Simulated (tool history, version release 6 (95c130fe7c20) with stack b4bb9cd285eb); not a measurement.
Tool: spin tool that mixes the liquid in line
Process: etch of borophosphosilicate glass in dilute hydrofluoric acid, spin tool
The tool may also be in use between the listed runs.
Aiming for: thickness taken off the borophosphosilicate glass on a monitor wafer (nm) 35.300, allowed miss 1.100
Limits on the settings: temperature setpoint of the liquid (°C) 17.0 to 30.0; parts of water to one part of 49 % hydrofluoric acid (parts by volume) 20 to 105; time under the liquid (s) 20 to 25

| run | hour | temperature setpoint of the liquid (°C) | parts of water to one part of 49 % hydrofluoric acid (parts by volume) | time under the liquid (s) | thickness taken off the borophosphosilicate glass on a monitor wafer (nm) |
|---|---|---|---|---|---|
| 1 | 0.0 | 22.0 | 55 | 25 | 18.916 |
| 2 | 7.6 | 24.5 | 50 | 25 | 22.815 |
| 3 | 12.7 | 24.5 | 35 | 25 | 32.753 |
| 4 | 19.9 | 24.5 | 25 | 25 | 47.084 |
| 5 | 25.8 | 24.5 | 35 | 25 | 33.065 |
| 6 | 31.4 | 24.5 | 50 | 25 | 22.708 |
| 7 | 35.1 | 26.0 | 45 | 25 | 27.103 |
| 8 | 40.8 | 27.0 | 45 | 25 | 27.763 |
| 9 | 46.1 | 28.0 | 45 | 25 | 28.815 |
| 10 | 50.2 | 28.5 | 45 | 25 | 29.744 |
| 11 | 58.5 | 28.5 | 45 | 25 | 30.145 |
| 12 | 65.9 | 29.0 | 45 | 25 | 30.555 |

Which single option among these 5 for the next run brings every result within its allowed miss of target? Just one does.
| A | 73.3 | 26.0 | 35 | 25 | ? |
| B | 73.3 | 23.5 | 30 | 25 | ? |
| C | 73.3 | 30.0 | 45 | 20 | ? |
| D | 73.3 | 29.0 | 40 | 20 | ? |
| E | 73.3 | 27.5 | 35 | 25 | ? |

| move | thickness taken off the borophosphosilicate glass on a monitor wafer (nm) |
|---|---|
| A | 35.825 |
| B | 37.935 |
| C | 25.798 |
| D | 28.109 |
| E | 38.086 |
A: meets every target
B: takes the biggest miss from the last run beyond its target
C: moves away from the targets compared with the last run
D: moves away from the targets compared with the last run
E: takes the biggest miss from the last run beyond its target
The move that meets every target is A.
